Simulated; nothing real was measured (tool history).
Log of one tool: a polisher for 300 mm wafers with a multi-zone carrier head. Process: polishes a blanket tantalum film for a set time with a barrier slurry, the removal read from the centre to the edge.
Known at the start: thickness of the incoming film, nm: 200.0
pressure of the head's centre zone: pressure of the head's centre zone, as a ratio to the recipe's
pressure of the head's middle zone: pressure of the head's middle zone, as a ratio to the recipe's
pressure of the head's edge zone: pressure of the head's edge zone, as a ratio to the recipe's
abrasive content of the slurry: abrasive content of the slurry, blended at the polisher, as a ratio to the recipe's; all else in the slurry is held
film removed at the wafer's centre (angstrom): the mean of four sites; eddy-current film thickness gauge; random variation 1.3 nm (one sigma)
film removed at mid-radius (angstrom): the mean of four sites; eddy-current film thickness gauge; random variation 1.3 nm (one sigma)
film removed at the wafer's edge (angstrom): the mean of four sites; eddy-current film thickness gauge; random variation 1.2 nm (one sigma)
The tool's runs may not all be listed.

run	hour	flow of slurry (ml/min)	pressure of the head's centre zone	pressure of the head's middle zone	pressure of the head's edge zone	abrasive content of the slurry	polishing time (s)	film removed at the wafer's centre (angstrom)	film removed at mid-radius (angstrom)	film removed at the wafer's edge (angstrom)
1	0.0	285	1.00	1.00	1.00	1.00	28	794.95	865.71	852.03
2	2.2	285	1.00	1.00	1.00	0.80	28	712.88	768.46	787.34
3	8.6	285	1.02	0.96	1.04	1.00	29	852.72	843.44	900.31
4	11.0	285	1.02	0.96	1.08	1.10	30	887.72	908.89	991.60
5	18.0	240	1.02	0.96	1.08	1.10	30	865.13	889.39	965.96
6	19.4	240	1.02	0.96	1.14	1.10	30	898.92	878.55	1001.50

The next listed run, before its measurement:
7	20.1	265	1.09	1.03	1.19	1.35	31	?	?	?

film removed at the wafer's centre (angstrom): 1023.50
film removed at mid-radius (angstrom): 1072.20
film removed at the wafer's edge (angstrom): 1124.00
